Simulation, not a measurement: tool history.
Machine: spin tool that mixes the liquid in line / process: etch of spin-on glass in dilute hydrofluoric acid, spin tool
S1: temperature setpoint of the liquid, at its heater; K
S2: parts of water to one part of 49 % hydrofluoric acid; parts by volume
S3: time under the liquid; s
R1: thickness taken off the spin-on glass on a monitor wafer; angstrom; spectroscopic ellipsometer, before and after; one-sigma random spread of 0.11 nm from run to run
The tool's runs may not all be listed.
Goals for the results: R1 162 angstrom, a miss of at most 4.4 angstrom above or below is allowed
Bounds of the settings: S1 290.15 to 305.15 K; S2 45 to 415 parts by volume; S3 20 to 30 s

run 1 hour=0 | S1=297.15 S2=230 S3=30 | R1=75.491
run 2 hour=4.4 | S1=298.15 S2=220 S3=30 | R1=84.468
run 3 hour=6.5 | S1=299.15 S2=210 S3=30 | R1=92.416
run 4 hour=11.3 | S1=299.15 S2=210 S3=20 | R1=60.508
run 5 hour=13.6 | S1=299.15 S2=210 S3=20 | R1=60.478
run 6 hour=18.8 | S1=301.15 S2=210 S3=20 | R1=65.747
run 7 hour=24.1 | S1=300.65 S2=190 S3=20 | R1=73.11
run 8 hour=24.6 | S1=300.15 S2=175 S3=20 | R1=78.873
run 9 hour=31.7 | S1=299.65 S2=160 S3=20 | R1=85.66
run 10 hour=40.3 | S1=299.15 S2=145 S3=20 | R1=93.687
-- hour=44.2 thermometer replaced
run 11 hour=44.2 | S1=298.65 S2=135 S3=20 | R1=108.64
run 12 hour=47.1 | S1=297.65 S2=135 S3=20 | R1=105.32

Which of these 4 next moves meets every target?
run A hour=50 | S1=297.15 S2=130 S3=30 | R1=?
run B hour=50 | S1=296.15 S2=105 S3=30 | R1=?
run C hour=50 | S1=297.65 S2=120 S3=30 | R1=?
run D hour=50 | S1=300.65 S2=220 S3=20 | R1=?

move=A R1=161.85
move=B R1=198.45
move=C R1=180.92
move=D R1=65.396
A: each result inside its tolerance
B: moves the result that the last run missed by most past its target, out the other side
C: moves the result that the last run missed by most past its target, out the other side
D: moves away from the targets compared with the last run
A is the move that brings every result within its allowed miss.

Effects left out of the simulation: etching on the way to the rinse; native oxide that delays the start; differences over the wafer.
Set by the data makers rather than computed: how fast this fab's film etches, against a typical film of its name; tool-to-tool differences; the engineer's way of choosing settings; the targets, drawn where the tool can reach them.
